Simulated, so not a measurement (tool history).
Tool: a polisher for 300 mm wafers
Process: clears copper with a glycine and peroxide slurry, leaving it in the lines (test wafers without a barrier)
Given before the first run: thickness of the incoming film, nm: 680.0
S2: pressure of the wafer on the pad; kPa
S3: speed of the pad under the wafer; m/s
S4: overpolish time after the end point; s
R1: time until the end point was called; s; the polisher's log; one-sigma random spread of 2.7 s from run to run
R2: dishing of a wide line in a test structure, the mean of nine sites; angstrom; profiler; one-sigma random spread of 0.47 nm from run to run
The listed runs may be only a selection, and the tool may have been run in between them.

{"run": 1, "hour": 0.0, "flow of slurry (ml/min)": 280, "S2": 16.5, "S3": 1.24, "S4": 30, "R1": 98.385, "R2": 305.17}
{"run": 2, "hour": 6.5, "flow of slurry (ml/min)": 280, "S2": 16.5, "S3": 1.24, "S4": 23, "R1": 100.06, "R2": 305.97}
{"run": 3, "hour": 10.2, "flow of slurry (ml/min)": 280, "S2": 17.9, "S3": 1.24, "S4": 23, "R1": 90.352, "R2": 308.25}
{"run": 4, "hour": 13.4, "flow of slurry (ml/min)": 285, "S2": 16.5, "S3": 1.14, "S4": 22, "R1": 108.18, "R2": 311.83}
{"run": 5, "hour": 21.9, "flow of slurry (ml/min)": 290, "S2": 15.9, "S3": 1.1, "S4": 21, "R1": 112.17, "R2": 316.21}
{"run": 6, "hour": 23.9, "flow of slurry (ml/min)": 290, "S2": 15.9, "S3": 1.1, "S4": 16, "R1": 114.37, "R2": 301.94}
{"run": 7, "hour": 27.8, "flow of slurry (ml/min)": 290, "S2": 14.5, "S3": 1.06, "S4": 20, "R1": 130.02, "R2": 298.7}
{"run": 8, "hour": 31.9, "flow of slurry (ml/min)": 295, "S2": 14.5, "S3": 0.96, "S4": 22, "R1": 137.39, "R2": 308.8}

Run 9, settings as shown, results not yet in. Your forecast:
{"run": 9, "hour": 32.4, "flow of slurry (ml/min)": 300, "S2": 14.5, "S3": 0.9, "S4": 25, "R1": "?", "R2": "?"}

{"run 9": {"R1": 146.8, "R2": 315.14}}
